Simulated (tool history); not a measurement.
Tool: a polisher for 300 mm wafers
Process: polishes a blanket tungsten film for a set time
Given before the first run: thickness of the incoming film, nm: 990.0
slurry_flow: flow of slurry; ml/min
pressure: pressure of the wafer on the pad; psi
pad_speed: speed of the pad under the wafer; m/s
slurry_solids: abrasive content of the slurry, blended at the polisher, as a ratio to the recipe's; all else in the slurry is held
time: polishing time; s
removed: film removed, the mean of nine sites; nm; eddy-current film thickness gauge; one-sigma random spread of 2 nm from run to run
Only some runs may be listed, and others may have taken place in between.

run 1 hour=0 | slurry_flow=210 pressure=3.7 pad_speed=1 slurry_solids=1 time=109 | removed=435.96
run 2 hour=8.1 | slurry_flow=210 pressure=3.7 pad_speed=1 slurry_solids=1 time=114 | removed=456.1
run 3 hour=15.6 | slurry_flow=205 pressure=3.3 pad_speed=1 slurry_solids=1 time=114 | removed=400.47
run 4 hour=23.5 | slurry_flow=195 pressure=3.1 pad_speed=1 slurry_solids=1 time=114 | removed=377.77
run 5 hour=28.1 | slurry_flow=195 pressure=3.1 pad_speed=1 slurry_solids=1 time=114 | removed=377.37
run 6 hour=33.2 | slurry_flow=195 pressure=3.1 pad_speed=1 slurry_solids=0.85 time=114 | removed=365.01
run 7 hour=34 | slurry_flow=190 pressure=2.9 pad_speed=1 slurry_solids=0.85 time=114 | removed=340.22
run 8 hour=35.2 | slurry_flow=185 pressure=2.8 pad_speed=1 slurry_solids=0.85 time=114 | removed=329.95
run 9 hour=43.8 | slurry_flow=165 pressure=2.1 pad_speed=1 slurry_solids=0.85 time=114 | removed=247.99
run 10 hour=51.7 | slurry_flow=180 pressure=2.1 pad_speed=1 slurry_solids=0.85 time=114 | removed=244.85
run 11 hour=54.8 | slurry_flow=180 pressure=2.6 pad_speed=1 slurry_solids=0.85 time=114 | removed=307.08

For run 12, what comes out?
run 12 hour=57.6 | slurry_flow=180 pressure=2.5 pad_speed=1 slurry_solids=0.85 time=114 | removed=?

removed: 294.56 nm
